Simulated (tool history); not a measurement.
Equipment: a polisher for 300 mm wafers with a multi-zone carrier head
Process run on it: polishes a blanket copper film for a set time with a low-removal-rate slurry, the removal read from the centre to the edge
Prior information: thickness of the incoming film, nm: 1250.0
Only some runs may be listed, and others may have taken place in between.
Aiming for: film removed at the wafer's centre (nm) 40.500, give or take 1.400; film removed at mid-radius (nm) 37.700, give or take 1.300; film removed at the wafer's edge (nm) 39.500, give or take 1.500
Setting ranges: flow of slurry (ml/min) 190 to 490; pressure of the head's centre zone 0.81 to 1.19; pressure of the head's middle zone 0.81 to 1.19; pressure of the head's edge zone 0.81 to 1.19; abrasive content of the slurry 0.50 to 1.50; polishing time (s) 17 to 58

run    day  flow of slurry (ml/min)  pressure of the head's centre zone  pressure of the head's middle zone  pressure of the head's edge zone  abrasive content of the slurry  polishing time (s)  film removed at the wafer's centre (nm)  film removed at mid-radius (nm)  film removed at the wafer's edge (nm)
  1  0.000                      315                                1.00                                1.00                              1.00                            1.00                  37                                   46.109                           47.341                                 46.639
  2  0.112                      315                                1.00                                1.05                              1.00                            1.00                  37                                   46.465                           47.052                                 46.940
  3  0.404                      315                                1.00                                1.05                              1.04                            1.00                  37                                   46.735                           47.357                                 48.256
  4  0.750                      315                                1.00                                0.98                              1.04                            1.00                  37                                   46.183                           45.855                                 48.964
  5  1.017                      385                                1.00                                0.98                              1.04                            1.00                  37                                   46.738                           46.890                                 48.535
  6  1.096                      385                                1.00                                0.98                              1.04                            1.00                  42                                   53.643                           52.675                                 56.385
  7  1.458                      385                                1.01                                0.96                              1.03                            0.95                  41                                   52.287                           50.530                                 53.781
  8  1.654                      385                                1.01                                0.95                              1.02                            0.90                  40                                   50.536                           48.875                                 51.566
  9  1.704                      385                                1.01                                0.94                              1.01                            0.85                  39                                   48.120                           47.019                                 49.046
 10  1.808                      385                                1.01                                0.93                              1.01                            0.80                  38                                   46.450                           44.245                                 47.794
 11  1.950                      385                                1.01                                0.93                              1.01                            0.80                  38                                   46.809                           43.766                                 47.436
 12  2.062                      385                                1.00                                0.92                              0.99                            0.75                  38                                   45.525                           42.426                                 46.102
 13  2.329                      385                                0.99                                0.92                              0.97                            0.75                  38                                   44.713                           42.895                                 44.770
 14  2.517                      385                                0.99                                0.91                              0.96                            0.75                  38                                   44.337                           43.197                                 45.425

Exercise: of the 5 proposed moves below, exactly one satisfies all targets within the stated allowed misses. Which move is it?
  A  2.704                      425                                0.97                                0.96                              1.00                            0.70                  40                                        ?                                ?                                      ?
  B  2.704                      410                                1.19                                0.94                              0.88                            0.65                  34                                        ?                                ?                                      ?
  C  2.704                      435                                0.99                                1.14                              0.81                            0.85                  38                                        ?                                ?                                      ?
  D  2.704                      355                                0.85                                0.83                              1.06                            0.70                  40                                        ?                                ?                                      ?
  E  2.704                      415                                1.01                                0.94                              0.97                            0.75                  33                                        ?                                ?                                      ?

move  film removed at the wafer's centre (nm)  film removed at mid-radius (nm)  film removed at the wafer's edge (nm)
   A                                   45.835                           45.718                                 48.915
   B                                   46.928                           37.517                                 38.439
   C                                   46.603                           51.492                                 44.073
   D                                   39.514                           40.843                                 49.892
   E                                   39.937                           37.689                                 40.362
A: further off than the last run
B: meets the target for the result that was furthest off, but another lies outside its allowed miss
C: further off than the last run
D: further off than the last run
E: all results in spec
Move E is the one to make.
